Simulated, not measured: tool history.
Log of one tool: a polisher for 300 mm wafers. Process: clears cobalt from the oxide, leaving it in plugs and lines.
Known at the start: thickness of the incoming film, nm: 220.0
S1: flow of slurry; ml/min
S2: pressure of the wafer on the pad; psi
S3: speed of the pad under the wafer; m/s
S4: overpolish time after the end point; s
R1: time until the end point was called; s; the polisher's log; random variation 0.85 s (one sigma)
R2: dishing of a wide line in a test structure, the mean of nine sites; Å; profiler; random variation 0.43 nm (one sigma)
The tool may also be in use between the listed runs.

| run | hour | S1 | S2 | S3 | S4 | R1 | R2 |
|---|---|---|---|---|---|---|---|
| 1 | 0.0 | 220 | 1.2 | 1.10 | 11 | 78.549 | 220.10 |
| 2 | 5.5 | 265 | 1.2 | 1.10 | 11 | 76.565 | 216.31 |
| 3 | 12.9 | 290 | 1.2 | 1.10 | 11 | 74.133 | 227.00 |
| 4 | 13.9 | 290 | 1.2 | 1.32 | 11 | 65.295 | 238.66 |
| 5 | 20.3 | 290 | 1.2 | 1.32 | 10 | 67.303 | 229.17 |
| 6 | 21.8 | 290 | 1.2 | 1.32 | 6 | 65.610 | 169.59 |
| 7 | 27.0 | 290 | 1.3 | 1.34 | 6 | 61.148 | 166.94 |

The next listed run, before its measurement:
| 8 | 32.6 | 290 | 1.3 | 1.34 | 6 | ? | ? |

R1: 61.441 s
R2: 177.56 Å

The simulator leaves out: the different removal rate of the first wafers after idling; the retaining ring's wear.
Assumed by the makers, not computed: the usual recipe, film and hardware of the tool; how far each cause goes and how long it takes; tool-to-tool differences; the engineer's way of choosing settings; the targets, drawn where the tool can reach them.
